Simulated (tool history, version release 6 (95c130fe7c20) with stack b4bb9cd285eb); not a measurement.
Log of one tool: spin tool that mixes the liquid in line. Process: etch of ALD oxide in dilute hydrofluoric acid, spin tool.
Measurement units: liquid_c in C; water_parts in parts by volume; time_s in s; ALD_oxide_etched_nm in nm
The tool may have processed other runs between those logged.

| run | hour | liquid_c | water_parts | time_s | ALD_oxide_etched_nm |
|---|---|---|---|---|---|
| 1 | 0.0 | 24.0 | 240 | 65 | 4.6293 |
| 2 | 2.3 | 24.0 | 240 | 65 | 4.7685 |
| 3 | 8.3 | 25.0 | 230 | 65 | 5.1177 |
| 4 | 15.5 | 26.0 | 225 | 65 | 5.5012 |
| 5 | 18.0 | 26.0 | 225 | 65 | 5.4692 |
| 6 | 20.9 | 27.5 | 225 | 65 | 5.7920 |
| 7 | 22.0 | 28.0 | 220 | 65 | 5.9677 |

Predict the results of run 8:
| 8 | 26.0 | 32.0 | 165 | 65 | ? |

ALD_oxide_etched_nm: 9.7740 nm

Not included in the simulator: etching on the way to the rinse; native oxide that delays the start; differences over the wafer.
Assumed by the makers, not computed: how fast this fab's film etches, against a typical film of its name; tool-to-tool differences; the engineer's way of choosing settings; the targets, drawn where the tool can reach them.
